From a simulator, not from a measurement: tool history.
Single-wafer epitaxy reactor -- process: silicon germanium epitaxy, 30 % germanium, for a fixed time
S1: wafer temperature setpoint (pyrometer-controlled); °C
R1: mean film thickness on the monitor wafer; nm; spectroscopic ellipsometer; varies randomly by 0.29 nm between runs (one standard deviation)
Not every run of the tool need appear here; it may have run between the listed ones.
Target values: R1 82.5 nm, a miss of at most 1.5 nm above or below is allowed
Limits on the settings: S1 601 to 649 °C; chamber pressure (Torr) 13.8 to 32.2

run 1 hour=0 | S1=625 chamber_pressure_(Torr)=23 | R1=113.1
run 2 hour=6.8 | S1=621 chamber_pressure_(Torr)=22.9 | R1=104.06
run 3 hour=13.8 | S1=621 chamber_pressure_(Torr)=20.6 | R1=100.2
run 4 hour=15 | S1=627 chamber_pressure_(Torr)=20.6 | R1=112.95
run 5 hour=22.8 | S1=624 chamber_pressure_(Torr)=20.5 | R1=105.43
run 6 hour=26.5 | S1=624 chamber_pressure_(Torr)=22 | R1=108.73
run 7 hour=34.5 | S1=621 chamber_pressure_(Torr)=21.9 | R1=103.07
run 8 hour=39.9 | S1=618 chamber_pressure_(Torr)=21.8 | R1=96.101
run 9 hour=47.4 | S1=616 chamber_pressure_(Torr)=21.8 | R1=92.205
run 10 hour=53.2 | S1=615 chamber_pressure_(Torr)=21.8 | R1=90.896
run 11 hour=57 | S1=608 chamber_pressure_(Torr)=21.7 | R1=78.98
run 12 hour=61.2 | S1=609 chamber_pressure_(Torr)=21.7 | R1=80.109

Next run, 4 choices. One meets every target within its allowed miss, the rest don't. Which?
run A hour=65.4 | S1=611 chamber_pressure_(Torr)=20.8 | R1=?
run B hour=65.4 | S1=612 chamber_pressure_(Torr)=17.9 | R1=?
run C hour=65.4 | S1=612 chamber_pressure_(Torr)=21.8 | R1=?
run D hour=65.4 | S1=613 chamber_pressure_(Torr)=20.9 | R1=?

move=A R1=82.007
move=B R1=79.022
move=C R1=85.218
move=D R1=85.57
A: meets every target
B: the biggest miss grows against the last run
C: pushes the last run's worst result past its target
D: pushes the last run's worst result past its target
Answer: A
